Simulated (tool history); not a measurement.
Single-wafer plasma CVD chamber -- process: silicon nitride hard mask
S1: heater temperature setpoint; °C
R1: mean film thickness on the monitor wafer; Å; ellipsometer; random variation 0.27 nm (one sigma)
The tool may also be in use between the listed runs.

{"run": 1, "hour": 0.0, "S1": 420, "chamber pressure (mTorr)": 1600, "RF power (kW)": 0.26, "deposition time (s)": 52.8, "R1": 525.81}
{"run": 2, "hour": 4.9, "S1": 420, "chamber pressure (mTorr)": 1660, "RF power (kW)": 0.265, "deposition time (s)": 52.8, "R1": 539.43}
{"run": 3, "hour": 8.9, "S1": 414, "chamber pressure (mTorr)": 1660, "RF power (kW)": 0.265, "deposition time (s)": 52.8, "R1": 544.1}
{"run": 4, "hour": 17.0, "S1": 420, "chamber pressure (mTorr)": 1660, "RF power (kW)": 0.265, "deposition time (s)": 52.8, "R1": 538.98}
{"run": 5, "hour": 25.3, "S1": 420, "chamber pressure (mTorr)": 1660, "RF power (kW)": 0.265, "deposition time (s)": 52.8, "R1": 537.99}
{"run": 6, "hour": 32.8, "S1": 420, "chamber pressure (mTorr)": 1720, "RF power (kW)": 0.27, "deposition time (s)": 52.8, "R1": 553.01}
{"run": 7, "hour": 39.6, "S1": 420, "chamber pressure (mTorr)": 1720, "RF power (kW)": 0.27, "deposition time (s)": 52.8, "R1": 549.66}

Run 8, settings as shown, results not yet in. Your forecast:
{"run": 8, "hour": 41.4, "S1": 420, "chamber pressure (mTorr)": 1770, "RF power (kW)": 0.275, "deposition time (s)": 52.8, "R1": "?"}

Run 8 produced R1 563.37 Å.
